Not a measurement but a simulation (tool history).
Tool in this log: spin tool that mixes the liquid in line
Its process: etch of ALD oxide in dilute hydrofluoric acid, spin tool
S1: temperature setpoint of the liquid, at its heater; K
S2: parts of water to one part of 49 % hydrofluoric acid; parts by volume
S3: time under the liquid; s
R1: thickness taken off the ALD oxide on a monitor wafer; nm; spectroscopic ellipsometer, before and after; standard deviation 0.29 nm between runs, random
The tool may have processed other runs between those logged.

run,hour,S1,S2,S3,R1
1,0,298.15,70,125,31.071
2,7.5,300.15,70,125,33.231
3,9.9,301.65,70,125,35.293
4,11.8,301.65,60,125,41.646
5,20.3,301.65,80,125,30.244
6,21.5,303.15,75,125,34.55
7,25.6,304.15,70,125,38.789
8,26.9,304.15,70,125,38.824

Predict the results of run 9:
9,30.8,304.65,70,125,?

R1: 39.264 nm

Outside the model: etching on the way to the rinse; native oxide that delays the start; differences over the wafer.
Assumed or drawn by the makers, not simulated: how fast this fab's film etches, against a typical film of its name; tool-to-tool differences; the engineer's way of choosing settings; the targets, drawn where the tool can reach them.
